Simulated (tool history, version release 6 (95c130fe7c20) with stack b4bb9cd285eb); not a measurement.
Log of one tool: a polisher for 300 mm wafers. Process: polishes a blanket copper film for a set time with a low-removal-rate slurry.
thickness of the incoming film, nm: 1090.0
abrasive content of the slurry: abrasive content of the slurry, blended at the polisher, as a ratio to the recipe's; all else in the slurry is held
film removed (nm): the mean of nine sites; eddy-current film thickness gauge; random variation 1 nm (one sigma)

| run | hour | flow of slurry (ml/min) | pressure of the wafer on the pad (kPa) | speed of the pad under the wafer (m/s) | abrasive content of the slurry | polishing time (s) | film removed (nm) |
|---|---|---|---|---|---|---|---|
| 1 | 0 | 165 | 20.7 | 0.88 | 1 | 50 | 136.71 |
| 2 | 1.4 | 165 | 20.7 | 1.06 | 1 | 50 | 157.74 |
| 3 | 6.4 | 165 | 19.3 | 1.06 | 1 | 50 | 144.96 |
| 4 | 13.9 | 190 | 19.3 | 1.06 | 1 | 50 | 145.79 |
| 5 | 22.4 | 190 | 17.9 | 1.06 | 1 | 50 | 141.38 |
| 6 | 26.7 | 190 | 17.9 | 0.92 | 1 | 50 | 125.58 |
| 7 | 33.3 | 175 | 12.4 | 0.9 | 1 | 50 | 85 |
| 8 | 38.2 | 180 | 12.4 | 0.9 | 1 | 50 | 86.587 |

Run 9 comes next. What will it give?
| 9 | 39.6 | 185 | 12.4 | 0.9 | 1 | 50 | ? |

Run 9 gave film removed (nm) 87.092.

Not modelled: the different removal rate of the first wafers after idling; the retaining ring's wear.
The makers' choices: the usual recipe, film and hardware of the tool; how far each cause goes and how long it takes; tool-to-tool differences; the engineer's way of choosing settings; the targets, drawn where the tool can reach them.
